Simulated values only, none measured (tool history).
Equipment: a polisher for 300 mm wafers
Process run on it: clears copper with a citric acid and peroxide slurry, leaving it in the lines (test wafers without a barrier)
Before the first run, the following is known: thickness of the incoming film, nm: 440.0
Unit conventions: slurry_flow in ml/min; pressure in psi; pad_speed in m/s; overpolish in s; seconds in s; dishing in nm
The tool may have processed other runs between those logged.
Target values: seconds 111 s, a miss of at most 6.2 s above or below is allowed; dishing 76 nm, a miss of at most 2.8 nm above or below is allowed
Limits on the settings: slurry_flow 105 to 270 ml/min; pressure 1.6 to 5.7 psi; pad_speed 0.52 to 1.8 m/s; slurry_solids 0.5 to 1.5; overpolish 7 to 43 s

Run 1, hour 0: slurry_flow 175 ml/min, pressure 3.6 psi, pad_speed 1.16 m/s, slurry_solids 1, overpolish 22 s. Result: seconds 130.26 s, dishing 48.042 nm.
Run 2, hour 5: slurry_flow 205 ml/min, pressure 3.6 psi, pad_speed 1.16 m/s, slurry_solids 1, overpolish 22 s. Result: seconds 124.17 s, dishing 48.043 nm.
Run 3, hour 5.6: slurry_flow 190 ml/min, pressure 3.8 psi, pad_speed 1.16 m/s, slurry_solids 1, overpolish 24 s. Result: seconds 120.8 s, dishing 54.056 nm.
Run 4, hour 12.5: slurry_flow 180 ml/min, pressure 3.9 psi, pad_speed 1.16 m/s, slurry_solids 1, overpolish 26 s. Result: seconds 118.43 s, dishing 59.948 nm.
Run 5, hour 19.9: slurry_flow 170 ml/min, pressure 4 psi, pad_speed 1.16 m/s, slurry_solids 1, overpolish 27 s. Result: seconds 117.47 s, dishing 61.803 nm.
Run 6, hour 26.8: slurry_flow 165 ml/min, pressure 4.1 psi, pad_speed 1.16 m/s, slurry_solids 1, overpolish 28 s. Result: seconds 115.82 s, dishing 65.073 nm.
Run 7, hour 34.5: slurry_flow 165 ml/min, pressure 4.1 psi, pad_speed 1.16 m/s, slurry_solids 1, overpolish 29 s. Result: seconds 114.92 s, dishing 66.05 nm.
Run 8, hour 39.2: slurry_flow 165 ml/min, pressure 4.1 psi, pad_speed 1.16 m/s, slurry_solids 1, overpolish 30 s. Result: seconds 111.55 s, dishing 69.288 nm.
Run 9, hour 45.3: slurry_flow 160 ml/min, pressure 4.1 psi, pad_speed 1.16 m/s, slurry_solids 1, overpolish 31 s. Result: seconds 113.86 s, dishing 70.872 nm.
Run 10, hour 46.7: slurry_flow 160 ml/min, pressure 4.1 psi, pad_speed 1.16 m/s, slurry_solids 1, overpolish 32 s. Result: seconds 111.66 s, dishing 72.508 nm.

5 candidate next runs follow, results not yet known. Just one meets every target within its allowed miss. Identify it.
Run A, hour 48.1: slurry_flow 170 ml/min, pressure 4.2 psi, pad_speed 1.2 m/s, slurry_solids 1, overpolish 28 s. Result: seconds ?, dishing ?.
Run B, hour 48.1: slurry_flow 160 ml/min, pressure 4.2 psi, pad_speed 1.14 m/s, slurry_solids 1.1, overpolish 28 s. Result: seconds ?, dishing ?.
Run C, hour 48.1: slurry_flow 210 ml/min, pressure 3.4 psi, pad_speed 1.42 m/s, slurry_solids 1.2, overpolish 28 s. Result: seconds ?, dishing ?.
Run D, hour 48.1: slurry_flow 160 ml/min, pressure 3.9 psi, pad_speed 1.16 m/s, slurry_solids 1.3, overpolish 29 s. Result: seconds ?, dishing ?.
Run E, hour 48.1: slurry_flow 225 ml/min, pressure 4.3 psi, pad_speed 1.04 m/s, slurry_solids 1.05, overpolish 33 s. Result: seconds ?, dishing ?.

move  seconds  dishing
   A   107.62   68.117
   B   110.52   66.686
   C    108.9    66.35
   D   113.12   66.958
   E   112.67   74.951
A: the biggest miss grows against the last run
B: the biggest miss grows against the last run
C: the biggest miss grows against the last run
D: the biggest miss grows against the last run
E: hits every target within its allowed miss
Go with E: it meets all targets.
